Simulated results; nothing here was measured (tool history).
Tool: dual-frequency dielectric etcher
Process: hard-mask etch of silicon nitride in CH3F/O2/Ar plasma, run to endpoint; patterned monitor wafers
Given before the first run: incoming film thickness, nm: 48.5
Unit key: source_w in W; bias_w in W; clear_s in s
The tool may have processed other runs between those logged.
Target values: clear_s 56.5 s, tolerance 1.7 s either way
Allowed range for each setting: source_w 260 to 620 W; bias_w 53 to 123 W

run 1 day=0 | source_w=440 bias_w=88 | clear_s=67.021
run 2 day=0.212 | source_w=410 bias_w=88 | clear_s=69.003
run 3 day=0.258 | source_w=380 bias_w=88 | clear_s=69.735
run 4 day=0.55 | source_w=430 bias_w=88 | clear_s=67.415
run 5 day=0.804 | source_w=390 bias_w=88 | clear_s=68.642
run 6 day=0.858 | source_w=420 bias_w=95 | clear_s=64.645
-- day=1.004 source power generator calibrated
run 7 day=1.004 | source_w=440 bias_w=97 | clear_s=62.474
run 8 day=1.038 | source_w=460 bias_w=98 | clear_s=62.409
run 9 day=1.3 | source_w=480 bias_w=100 | clear_s=60.015

Of the 5 settings listed for the next run, only one would bring every result within its allowed miss of target. Which one?
run A day=1.562 | source_w=500 bias_w=108 | clear_s=?
run B day=1.562 | source_w=550 bias_w=120 | clear_s=?
run C day=1.562 | source_w=440 bias_w=93 | clear_s=?
run D day=1.562 | source_w=500 bias_w=84 | clear_s=?
run E day=1.562 | source_w=470 bias_w=97 | clear_s=?

move=A clear_s=56.456
move=B clear_s=52.017
move=C clear_s=63.338
move=D clear_s=64.125
move=E clear_s=60.744
A: all results in spec
B: takes the biggest miss from the last run beyond its target
C: moves away from the targets compared with the last run
D: moves away from the targets compared with the last run
E: moves away from the targets compared with the last run
The move that meets every target is A.
